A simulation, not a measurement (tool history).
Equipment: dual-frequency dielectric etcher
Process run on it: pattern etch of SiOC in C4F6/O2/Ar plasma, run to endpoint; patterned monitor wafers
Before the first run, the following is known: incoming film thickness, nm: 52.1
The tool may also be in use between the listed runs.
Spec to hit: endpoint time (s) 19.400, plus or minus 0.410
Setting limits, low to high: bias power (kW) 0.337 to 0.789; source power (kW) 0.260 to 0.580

| run | hour | bias power (kW) | source power (kW) | endpoint time (s) |
|---|---|---|---|---|
| 1 | 0.0 | 0.563 | 0.420 | 15.700 |
| 2 | 4.1 | 0.652 | 0.420 | 14.927 |
| 3 | 8.4 | 0.579 | 0.390 | 16.296 |
| 4 | 11.8 | 0.527 | 0.380 | 17.262 |
| 5 | 12.5 | 0.527 | 0.340 | 18.369 |
| 6 | 16.2 | 0.527 | 0.290 | 20.145 |
| 7 | 23.7 | 0.539 | 0.290 | 20.208 |
| 8 | 30.9 | 0.553 | 0.290 | 19.804 |

Below are 4 possible settings for the next run. Only one of them brings all results inside the allowed miss of their targets. Which is it?
| A | 38.1 | 0.562 | 0.270 | ? |
| B | 38.1 | 0.541 | 0.280 | ? |
| C | 38.1 | 0.513 | 0.320 | ? |
| D | 38.1 | 0.522 | 0.280 | ? |

| move | endpoint time (s) |
|---|---|
| A | 20.727 |
| B | 20.542 |
| C | 19.245 |
| D | 20.870 |
A: the biggest miss grows against the last run
B: the biggest miss grows against the last run
C: hits every target within its allowed miss
D: the biggest miss grows against the last run
The right move is C.
